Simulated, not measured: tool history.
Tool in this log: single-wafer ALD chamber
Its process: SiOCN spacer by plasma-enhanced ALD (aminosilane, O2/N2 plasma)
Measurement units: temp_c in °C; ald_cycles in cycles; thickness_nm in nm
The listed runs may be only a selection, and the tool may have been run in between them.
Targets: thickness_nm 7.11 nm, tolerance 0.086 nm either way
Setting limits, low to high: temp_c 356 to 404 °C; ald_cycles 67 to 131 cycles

| run | hour | temp_c | ald_cycles | thickness_nm |
|---|---|---|---|---|
| 1 | 0 | 380 | 99 | 6.126 |
| 2 | 6.3 | 380 | 88 | 5.4248 |
| 3 | 14 | 387 | 88 | 5.4584 |
| 4 | 21 | 387 | 79 | 4.8967 |
| 5 | 22 | 387 | 83 | 5.1379 |
| 6 | 26.2 | 392 | 83 | 5.1532 |
| 7 | 32.8 | 392 | 83 | 5.1163 |
| 8 | 34.5 | 392 | 87 | 5.3807 |
| 9 | 41.9 | 392 | 90 | 5.5744 |
| 10 | 49.5 | 392 | 93 | 5.7516 |
| 11 | 52.6 | 392 | 109 | 6.734 |
| 12 | 53.6 | 392 | 110 | 6.8098 |
| 13 | 55.5 | 392 | 111 | 6.854 |
| 14 | 60.7 | 392 | 113 | 6.9898 |

Below are 5 possible settings for the next run. Only one of them brings all results inside the allowed miss of their targets. Which is it?
| A | 65.9 | 390 | 112 | ? |
| B | 65.9 | 393 | 111 | ? |
| C | 65.9 | 392 | 115 | ? |
| D | 65.9 | 397 | 112 | ? |
| E | 65.9 | 404 | 120 | ? |

| move | thickness_nm |
|---|---|
| A | 6.9154 |
| B | 6.8536 |
| C | 7.1006 |
| D | 6.9154 |
| E | 7.2457 |
A: misses by more than the last run did
B: misses by more than the last run did
C: meets every target
D: misses by more than the last run did
E: the result that was furthest off in the last run now lies on the other side of its target
So the answer is move C, the one that meets all the targets.

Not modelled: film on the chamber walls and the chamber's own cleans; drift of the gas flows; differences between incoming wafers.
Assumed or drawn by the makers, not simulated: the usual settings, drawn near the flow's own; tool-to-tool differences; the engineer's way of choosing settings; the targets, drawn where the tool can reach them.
